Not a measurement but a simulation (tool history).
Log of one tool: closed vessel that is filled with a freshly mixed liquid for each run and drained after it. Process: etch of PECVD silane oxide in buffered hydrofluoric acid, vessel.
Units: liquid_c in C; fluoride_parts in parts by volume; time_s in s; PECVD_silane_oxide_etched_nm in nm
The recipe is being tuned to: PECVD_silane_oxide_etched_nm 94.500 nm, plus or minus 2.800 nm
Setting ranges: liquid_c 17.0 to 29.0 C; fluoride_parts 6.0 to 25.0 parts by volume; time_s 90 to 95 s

| run | hour | liquid_c | fluoride_parts | time_s | PECVD_silane_oxide_etched_nm |
|---|---|---|---|---|---|
| 1 | 0.0 | 21.0 | 15.5 | 90 | 117.010 |
| 2 | 5.7 | 20.0 | 15.5 | 90 | 111.610 |
| 3 | 12.5 | 20.0 | 11.5 | 90 | 147.350 |
| 4 | 15.4 | 20.0 | 9.5 | 90 | 181.000 |
| 5 | 20.5 | 20.0 | 9.5 | 90 | 182.120 |
| 6 | 23.7 | 19.0 | 11.0 | 90 | 145.990 |
| 7 | 25.1 | 18.5 | 12.0 | 90 | 131.720 |
| 8 | 28.7 | 18.0 | 13.0 | 90 | 116.470 |
| 9 | 31.3 | 17.5 | 13.5 | 90 | 110.320 |
|  | 33.4 | hydrofluoric acid flow meter replaced |
| 10 | 33.4 | 17.5 | 14.0 | 90 | 119.470 |
| 11 | 34.4 | 17.5 | 15.0 | 90 | 111.800 |
| 12 | 36.1 | 17.5 | 15.5 | 90 | 110.290 |
| 13 | 44.0 | 17.5 | 16.0 | 90 | 105.800 |
| 14 | 46.3 | 17.5 | 16.5 | 90 | 102.700 |
| 15 | 53.4 | 17.5 | 17.0 | 90 | 98.257 |

Pick the move, out of 5, that brings all results within their allowed miss; only one does.
| A | 60.5 | 18.5 | 21.0 | 90 | ? |
| B | 60.5 | 17.0 | 18.5 | 95 | ? |
| C | 60.5 | 17.0 | 17.0 | 95 | ? |
| D | 60.5 | 17.5 | 17.0 | 95 | ? |
| E | 60.5 | 17.0 | 16.5 | 90 | ? |

| move | PECVD_silane_oxide_etched_nm |
|---|---|
| A | 88.229 |
| B | 95.517 |
| C | 103.840 |
| D | 106.850 |
| E | 101.310 |
A: moves the result that the last run missed by most past its target, out the other side
B: every result within its allowed miss
C: moves away from the targets compared with the last run
D: moves away from the targets compared with the last run
E: moves away from the targets compared with the last run
Correct choice: B, which meets every target
